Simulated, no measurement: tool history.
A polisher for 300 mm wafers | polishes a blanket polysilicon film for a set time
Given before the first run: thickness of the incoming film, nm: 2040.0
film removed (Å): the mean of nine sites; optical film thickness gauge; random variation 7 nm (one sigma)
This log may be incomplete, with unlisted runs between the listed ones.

run,hour,flow of slurry (ml/min),pressure of the wafer on the pad (kPa),speed of the pad under the wafer (m/s),polishing time (s),film removed (Å)
1,0.0,180,24.1,0.84,59,5454.4
2,6.1,180,24.1,0.84,59,5381.1
3,9.9,185,25.5,0.84,59,5591.9
4,14.9,150,25.5,0.84,59,5520.3
5,18.5,155,26.9,0.84,59,5746.2
6,20.0,160,28.3,0.84,59,6014.9
7,25.2,165,29.0,0.84,59,6153.0
8,31.8,165,29.6,0.84,59,6367.9
9,33.6,170,30.3,0.84,59,6401.9
10,39.3,170,31.0,0.84,59,6595.6
11,44.7,170,31.7,0.84,59,6573.7
12,50.9,170,32.4,0.86,59,6918.4

Predict the results of run 13:
13,58.7,170,33.1,0.86,59,?

{"run 13": {"film removed (Å)": 7081.0}}
